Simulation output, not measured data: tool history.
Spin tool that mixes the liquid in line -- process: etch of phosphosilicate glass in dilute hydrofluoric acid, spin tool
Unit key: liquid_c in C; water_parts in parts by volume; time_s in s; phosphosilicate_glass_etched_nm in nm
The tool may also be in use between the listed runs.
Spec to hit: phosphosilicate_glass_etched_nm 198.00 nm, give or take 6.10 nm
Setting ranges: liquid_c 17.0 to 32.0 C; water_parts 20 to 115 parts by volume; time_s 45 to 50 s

run	hour	liquid_c	water_parts	time_s	phosphosilicate_glass_etched_nm
1	0.0	24.0	65	45	104.26
2	7.3	26.0	60	45	123.08
3	11.1	27.5	55	45	143.24
4	15.1	28.5	55	45	151.96
5	20.7	29.5	55	45	157.27
6	26.3	30.0	55	45	159.22
7	29.0	30.5	55	45	163.40
8	31.7	32.0	45	45	213.03
9	37.9	31.5	45	45	208.95
10	46.6	31.0	45	45	208.11

Next run, 5 choices. One meets every target within its allowed miss, the rest don't. Which?
A	55.3	31.5	50	45	?
B	55.3	32.0	45	45	?
C	55.3	31.5	50	50	?
D	55.3	27.5	45	50	?
E	55.3	31.5	45	45	?

move	phosphosilicate_glass_etched_nm
A	189.26
B	216.14
C	210.28
D	201.04
E	211.97
A: takes the result that was furthest off past its target
B: its largest miss is bigger than the last run's
C: its largest miss is bigger than the last run's
D: every result within its allowed miss
E: its largest miss is bigger than the last run's
Answer: D
